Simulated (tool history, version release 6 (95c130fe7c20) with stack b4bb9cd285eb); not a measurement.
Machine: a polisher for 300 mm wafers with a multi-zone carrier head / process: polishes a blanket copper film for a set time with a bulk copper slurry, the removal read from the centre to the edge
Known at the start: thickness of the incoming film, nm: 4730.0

run  hour  flow of slurry (ml/min)  pressure of the head's centre zone  pressure of the head's middle zone  pressure of the head's edge zone  abrasive content of the slurry  polishing time (s)  film removed at the wafer's centre (Å)  film removed at mid-radius (Å)  film removed at the wafer's edge (Å)
  1     0                      200                                   1                                   1                                 1                               1                  69                                  7083.3                          7031.8                                7071.7
  2     8                      200                                   1                                   1                              0.94                               1                  69                                  7251.9                          7057.9                                6860.1
  3  14.3                      200                                   1                                   1                              0.94                             1.2                  69                                  7351.2                          7527.1                                7141.9
  4  18.3                      195                                0.98                                0.98                              0.93                             1.1                  67                                  6729.7                            6803                                6887.3
  5  22.9                      195                                0.98                                0.98                              0.93                               1                  67                                  6792.6                          6792.4                                6695.9
  6  24.2                      195                                0.98                                0.98                              0.87                               1                  67                                  6773.9                          6656.4                                6529.3
  7  32.9                      195                                0.97                                0.97                              0.87                            0.95                  65                                  6447.9                          6457.2                                6177.1
  8  33.6                      190                                0.97                                0.95                              0.88                             0.9                  64                                    6385                          6121.5                                6155.5

Forecast run 9:
  9  36.9                      190                                0.96                                0.94                              0.88                            0.85                  62                                       ?                               ?                                     ?

film removed at the wafer's centre (Å): 5947.3
film removed at mid-radius (Å): 5752.6
film removed at the wafer's edge (Å): 5901.9
